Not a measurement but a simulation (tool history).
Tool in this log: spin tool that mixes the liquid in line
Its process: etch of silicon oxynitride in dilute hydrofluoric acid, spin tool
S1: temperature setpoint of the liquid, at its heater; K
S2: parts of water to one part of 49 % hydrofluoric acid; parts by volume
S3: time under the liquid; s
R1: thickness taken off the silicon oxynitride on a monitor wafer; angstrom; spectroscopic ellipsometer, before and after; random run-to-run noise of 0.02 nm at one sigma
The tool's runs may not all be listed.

| run | hour | S1 | S2 | S3 | R1 |
|---|---|---|---|---|---|
| 1 | 0 | 299.15 | 190 | 80 | 20.998 |
| 2 | 6.9 | 299.15 | 240 | 80 | 15.872 |
| 3 | 15 | 301.15 | 240 | 80 | 17.273 |
| 4 | 21.7 | 302.65 | 220 | 80 | 20.391 |
| 5 | 26.5 | 300.15 | 220 | 80 | 18.286 |
| 6 | 27.5 | 300.15 | 175 | 80 | 23.648 |
| 7 | 30.9 | 302.15 | 175 | 80 | 26.121 |

Run 8 comes next. What will it give?
| 8 | 33.5 | 303.65 | 175 | 80 | ? |

{"run 8": {"R1": 28.013}}

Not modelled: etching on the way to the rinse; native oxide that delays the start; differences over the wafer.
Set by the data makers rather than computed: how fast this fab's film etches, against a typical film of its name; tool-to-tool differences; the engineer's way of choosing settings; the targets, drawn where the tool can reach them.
